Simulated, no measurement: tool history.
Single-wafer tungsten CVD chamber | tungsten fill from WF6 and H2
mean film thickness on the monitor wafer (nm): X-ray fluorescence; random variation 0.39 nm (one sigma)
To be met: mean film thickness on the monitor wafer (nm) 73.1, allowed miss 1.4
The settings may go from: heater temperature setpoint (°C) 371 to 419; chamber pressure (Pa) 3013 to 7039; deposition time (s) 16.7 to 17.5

| run | hour | heater temperature setpoint (°C) | chamber pressure (Pa) | deposition time (s) | mean film thickness on the monitor wafer (nm) |
|---|---|---|---|---|---|
| 1 | 0 | 395 | 5026 | 17.5 | 53.664 |
| 2 | 8.5 | 395 | 5026 | 17.5 | 53.126 |
| 3 | 15.2 | 395 | 5026 | 17.5 | 53.637 |
| 4 | 18.5 | 395 | 5026 | 17.5 | 53.181 |
| 5 | 24.5 | 385 | 5026 | 17.5 | 42.996 |
| 6 | 30.7 | 390 | 5040 | 17.5 | 47.994 |
| 7 | 34.9 | 390 | 5040 | 17.5 | 47.608 |
| 8 | 36.9 | 394 | 5053 | 17.5 | 52.312 |
| 9 | 38.4 | 397 | 5066 | 17.5 | 55.952 |

Which of these 5 next moves meets every target?
| A | 39.9 | 408 | 5493 | 17.5 | ? |
| B | 39.9 | 387 | 5546 | 16.7 | ? |
| C | 39.9 | 381 | 5080 | 16.7 | ? |
| D | 39.9 | 404 | 5506 | 17.5 | ? |
| E | 39.9 | 413 | 5693 | 17.5 | ? |

| move | mean film thickness on the monitor wafer (nm) |
|---|---|
| A | 73.036 |
| B | 45.026 |
| C | 37.386 |
| D | 67.533 |
| E | 81.713 |
A: meets every target
B: further off than the last run
C: further off than the last run
D: nearer than the last run, and not there yet
E: takes the result that was furthest off past its target
Answer: A
